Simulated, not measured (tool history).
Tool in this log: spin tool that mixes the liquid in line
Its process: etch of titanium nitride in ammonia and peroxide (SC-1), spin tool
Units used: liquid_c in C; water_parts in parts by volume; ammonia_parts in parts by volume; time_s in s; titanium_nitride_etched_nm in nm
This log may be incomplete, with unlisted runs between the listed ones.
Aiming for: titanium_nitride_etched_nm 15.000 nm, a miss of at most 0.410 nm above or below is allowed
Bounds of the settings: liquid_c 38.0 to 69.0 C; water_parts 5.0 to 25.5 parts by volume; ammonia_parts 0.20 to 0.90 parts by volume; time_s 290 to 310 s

run	hour	liquid_c	water_parts	ammonia_parts	time_s	titanium_nitride_etched_nm
1	0.0	53.0	14.5	0.50	290	22.920
2	4.9	52.0	14.5	0.50	290	21.238
3	10.7	57.5	14.5	0.50	290	31.051
4	18.1	57.5	14.5	0.50	290	31.050
5	25.1	57.5	14.5	0.50	290	30.943
6	29.6	57.5	11.5	0.50	290	34.898
7	31.1	56.0	11.5	0.50	290	31.782
8	37.4	48.0	11.5	0.50	290	18.071
9	40.0	47.5	11.5	0.50	290	17.616
10	44.3	44.5	11.5	0.50	290	14.201

Which single option among these 4 for the next run brings every result within its allowed miss of target? Just one does.
A	48.6	45.5	12.5	0.45	300	?
B	48.6	49.0	15.5	0.45	290	?
C	48.6	45.5	11.5	0.45	310	?
D	48.6	46.5	11.5	0.45	290	?

move	titanium_nitride_etched_nm
A	14.808
B	16.321
C	16.000
D	16.076
A: every result within its allowed miss
B: pushes the last run's worst result past its target
C: pushes the last run's worst result past its target
D: pushes the last run's worst result past its target
A is the move that brings every result within its allowed miss.
